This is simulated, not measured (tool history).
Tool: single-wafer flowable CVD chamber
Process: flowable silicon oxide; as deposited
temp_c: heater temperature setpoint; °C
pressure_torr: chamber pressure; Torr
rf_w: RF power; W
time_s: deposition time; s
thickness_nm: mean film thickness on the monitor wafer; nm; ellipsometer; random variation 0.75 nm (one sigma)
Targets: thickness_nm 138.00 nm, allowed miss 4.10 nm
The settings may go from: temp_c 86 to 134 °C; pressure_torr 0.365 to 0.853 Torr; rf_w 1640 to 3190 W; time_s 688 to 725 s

run,hour,temp_c,pressure_torr,rf_w,time_s,thickness_nm
1,0.0,110,0.609,2415,725,228.06
2,5.7,113,0.608,2415,725,210.75
3,10.8,115,0.607,2415,725,198.03
4,19.6,115,0.701,2415,725,224.88
5,23.2,115,0.701,2415,725,224.79
6,26.5,118,0.700,2415,725,208.78
7,31.6,120,0.699,2415,725,197.66
8,33.1,122,0.698,2415,725,189.14
9,35.4,122,0.698,2415,725,186.78
10,40.8,124,0.697,2415,725,178.84
11,48.1,126,0.696,2415,725,171.22
12,53.6,127,0.693,2415,725,165.35
13,60.9,128,0.692,2415,725,160.07
14,62.0,129,0.692,2415,725,157.51
15,64.2,130,0.691,2415,725,154.16
16,72.2,130,0.691,2415,725,154.95
17,74.9,131,0.688,2415,725,149.18
18,81.4,131,0.687,2415,725,149.10

5 next moves are on the table. One of them brings every result within its allowed miss. Which?
A,87.9,130,0.645,2060,688,?
B,87.9,131,0.674,1840,688,?
C,87.9,129,0.625,2690,688,?
D,87.9,133,0.629,2235,704,?
E,87.9,134,0.651,2670,688,?

move,thickness_nm
A,130.84
B,127.88
C,137.34
D,124.97
E,127.42
A: takes the result that was furthest off past its target
B: takes the result that was furthest off past its target
C: meets every target
D: takes the result that was furthest off past its target
E: takes the result that was furthest off past its target
Move C is the one to make.
